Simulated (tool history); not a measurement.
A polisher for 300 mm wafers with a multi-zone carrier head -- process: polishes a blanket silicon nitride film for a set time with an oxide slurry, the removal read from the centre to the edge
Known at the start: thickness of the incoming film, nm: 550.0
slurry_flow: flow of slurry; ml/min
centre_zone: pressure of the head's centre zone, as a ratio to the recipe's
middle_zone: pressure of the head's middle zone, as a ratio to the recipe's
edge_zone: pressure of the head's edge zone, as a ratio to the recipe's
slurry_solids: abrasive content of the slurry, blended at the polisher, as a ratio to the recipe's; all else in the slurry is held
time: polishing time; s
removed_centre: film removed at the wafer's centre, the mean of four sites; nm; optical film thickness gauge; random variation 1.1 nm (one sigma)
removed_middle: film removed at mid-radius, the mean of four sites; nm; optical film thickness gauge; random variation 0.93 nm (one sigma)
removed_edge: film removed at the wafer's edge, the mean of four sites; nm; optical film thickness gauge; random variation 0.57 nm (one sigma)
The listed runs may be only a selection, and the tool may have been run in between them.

run    day  slurry_flow  centre_zone  middle_zone  edge_zone  slurry_solids  time  removed_centre  removed_middle  removed_edge
  1      0          285            1            1          1              1    60          62.262          59.052        62.369
  2  0.154          285         1.07            1          1              1    60          63.956          60.723        62.519
  3   0.25          285         1.07         1.06          1              1    60          65.657          62.548        62.743
  4  0.462          285         1.08         1.04       1.03           1.05    60          65.043            62.9        65.273
      0.75  -- centre zone pressure recalibrated
  5   0.75          285         1.08         1.08       1.03           1.05    60          63.919          65.907        65.129
  6  0.938          285         1.08         1.14       1.03           1.05    60          64.666           66.38        65.276
  7   1.05          285          1.1         1.09       1.05            1.1    60          66.549          66.633        66.681
  8  1.117          285         1.11         1.06       1.07           1.15    60          67.949          67.106        69.128
  9  1.396          290         1.12         1.03       1.09           1.15    60          67.876          65.169        69.398
 10  1.538          290         1.13         1.01        1.1            1.2    60          69.248          67.392          71.4
 11  1.875          290         1.14         0.98       1.11            1.2    60          70.293          65.281        71.775
 12  2.029          290         1.15         0.97       1.12            1.2    60          73.562          63.424        72.208
 13  2.221          290         1.15         0.97       1.12            1.2    60          70.755          63.461        72.211
 14  2.421          290         1.16         0.97       1.13            1.2    60          71.002          62.883        72.102

Expected results for the next run?
 15  2.754          295         1.16         0.97       1.14            1.2    60               ?               ?             ?

{"run 15": {"removed_centre": 72.702, "removed_middle": 65.06, "removed_edge": 73.495}}
